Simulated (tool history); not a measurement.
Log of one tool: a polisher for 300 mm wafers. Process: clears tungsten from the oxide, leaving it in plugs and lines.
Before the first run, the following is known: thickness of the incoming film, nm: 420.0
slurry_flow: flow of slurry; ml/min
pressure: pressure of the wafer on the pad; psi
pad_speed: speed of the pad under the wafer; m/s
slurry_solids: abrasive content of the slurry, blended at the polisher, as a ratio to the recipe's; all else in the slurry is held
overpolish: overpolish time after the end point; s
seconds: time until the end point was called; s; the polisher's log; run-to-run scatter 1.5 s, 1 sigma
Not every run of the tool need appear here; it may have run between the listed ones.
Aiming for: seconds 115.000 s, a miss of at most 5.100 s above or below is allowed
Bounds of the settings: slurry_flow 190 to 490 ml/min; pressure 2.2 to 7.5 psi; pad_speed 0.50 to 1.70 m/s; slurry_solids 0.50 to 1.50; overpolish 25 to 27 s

Run 1, hour 0.0: slurry_flow 315 ml/min, pressure 4.8 psi, pad_speed 1.10 m/s, slurry_solids 1.00, overpolish 25 s. Result: seconds 70.935 s.
Run 2, hour 0.7: slurry_flow 315 ml/min, pressure 4.1 psi, pad_speed 1.10 m/s, slurry_solids 1.00, overpolish 25 s. Result: seconds 81.778 s.
Run 3, hour 5.7: slurry_flow 315 ml/min, pressure 3.8 psi, pad_speed 1.10 m/s, slurry_solids 1.00, overpolish 25 s. Result: seconds 85.133 s.
Run 4, hour 12.6: slurry_flow 315 ml/min, pressure 3.8 psi, pad_speed 1.10 m/s, slurry_solids 1.00, overpolish 27 s. Result: seconds 86.527 s.
Run 5, hour 13.5: slurry_flow 315 ml/min, pressure 3.5 psi, pad_speed 1.10 m/s, slurry_solids 1.00, overpolish 27 s. Result: seconds 92.688 s.
Run 6, hour 18.5: slurry_flow 315 ml/min, pressure 3.3 psi, pad_speed 1.10 m/s, slurry_solids 1.00, overpolish 27 s. Result: seconds 98.157 s.
Run 7, hour 19.4: slurry_flow 315 ml/min, pressure 3.2 psi, pad_speed 1.10 m/s, slurry_solids 1.00, overpolish 27 s. Result: seconds 97.620 s.
Run 8, hour 28.3: slurry_flow 315 ml/min, pressure 2.3 psi, pad_speed 1.08 m/s, slurry_solids 1.00, overpolish 27 s. Result: seconds 131.320 s.

Which of these 4 next moves meets every target?
Run A, hour 37.2: slurry_flow 405 ml/min, pressure 2.3 psi, pad_speed 1.32 m/s, slurry_solids 1.10, overpolish 25 s. Result: seconds ?.
Run B, hour 37.2: slurry_flow 340 ml/min, pressure 3.4 psi, pad_speed 1.04 m/s, slurry_solids 0.85, overpolish 26 s. Result: seconds ?.
Run C, hour 37.2: slurry_flow 275 ml/min, pressure 2.7 psi, pad_speed 1.12 m/s, slurry_solids 0.95, overpolish 25 s. Result: seconds ?.
Run D, hour 37.2: slurry_flow 320 ml/min, pressure 2.8 psi, pad_speed 1.16 m/s, slurry_solids 1.10, overpolish 26 s. Result: seconds ?.

move  seconds
   A  103.950
   B  101.870
   C  113.700
   D  102.260
A: takes the biggest miss from the last run beyond its target
B: takes the biggest miss from the last run beyond its target
C: all results land within tolerance of their targets
D: takes the biggest miss from the last run beyond its target
Go with C: it meets all targets.

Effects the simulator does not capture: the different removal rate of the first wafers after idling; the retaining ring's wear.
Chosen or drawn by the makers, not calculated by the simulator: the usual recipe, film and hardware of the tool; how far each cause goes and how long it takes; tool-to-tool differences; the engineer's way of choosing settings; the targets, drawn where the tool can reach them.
